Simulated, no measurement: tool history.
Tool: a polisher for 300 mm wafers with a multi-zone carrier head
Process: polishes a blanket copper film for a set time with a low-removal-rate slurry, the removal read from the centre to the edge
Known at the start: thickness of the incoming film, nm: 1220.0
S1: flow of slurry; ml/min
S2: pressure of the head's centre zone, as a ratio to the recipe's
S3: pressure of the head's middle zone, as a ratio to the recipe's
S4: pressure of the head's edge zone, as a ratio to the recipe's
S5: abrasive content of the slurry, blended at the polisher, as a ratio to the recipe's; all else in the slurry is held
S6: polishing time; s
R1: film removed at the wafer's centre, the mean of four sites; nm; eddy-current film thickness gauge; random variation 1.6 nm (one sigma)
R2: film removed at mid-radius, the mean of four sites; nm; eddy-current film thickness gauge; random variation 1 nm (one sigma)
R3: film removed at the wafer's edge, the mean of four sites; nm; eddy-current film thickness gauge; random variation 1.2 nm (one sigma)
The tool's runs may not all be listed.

{"run": 1, "day": 0.0, "S1": 215, "S2": 1, "S3": 1, "S4": 1, "S5": 1, "S6": 52, "R1": 81.643, "R2": 81.169, "R3": 79.881}
{"run": 2, "day": 0.362, "S1": 215, "S2": 1, "S3": 1, "S4": 1, "S5": 1, "S6": 60, "R1": 91.146, "R2": 91.021, "R3": 92.107}
{"run": 3, "day": 0.55, "S1": 215, "S2": 0.96, "S3": 1, "S4": 1, "S5": 1, "S6": 60, "R1": 88.368, "R2": 92.714, "R3": 91.13}
{"run": 4, "day": 0.788, "S1": 215, "S2": 0.96, "S3": 1, "S4": 1, "S5": 1, "S6": 55, "R1": 80.306, "R2": 85.573, "R3": 84.674}
{"run": 5, "day": 0.917, "S1": 215, "S2": 0.9, "S3": 1, "S4": 1, "S5": 1, "S6": 55, "R1": 78.034, "R2": 86.556, "R3": 83.178}
{"run": 6, "day": 1.133, "S1": 215, "S2": 0.9, "S3": 1, "S4": 1, "S5": 1.1, "S6": 55, "R1": 77.626, "R2": 88.104, "R3": 88.671}
{"run": 7, "day": 1.462, "S1": 225, "S2": 0.97, "S3": 0.99, "S4": 1, "S5": 1.1, "S6": 56, "R1": 86.633, "R2": 89.275, "R3": 88.98}
{"run": 8, "day": 1.546, "S1": 225, "S2": 0.97, "S3": 0.99, "S4": 1, "S5": 1.1, "S6": 56, "R1": 88.717, "R2": 89.359, "R3": 86.279}
{"run": 9, "day": 1.708, "S1": 215, "S2": 1, "S3": 0.97, "S4": 1.03, "S5": 1.15, "S6": 57, "R1": 93.281, "R2": 89.143, "R3": 94.324}

Forecast run 10:
{"run": 10, "day": 2.008, "S1": 220, "S2": 1.03, "S3": 0.96, "S4": 1.03, "S5": 1.15, "S6": 57, "R1": "?", "R2": "?", "R3": "?"}

Run 10 gave R1 98.648 nm, R2 89.024 nm, R3 90.272 nm.

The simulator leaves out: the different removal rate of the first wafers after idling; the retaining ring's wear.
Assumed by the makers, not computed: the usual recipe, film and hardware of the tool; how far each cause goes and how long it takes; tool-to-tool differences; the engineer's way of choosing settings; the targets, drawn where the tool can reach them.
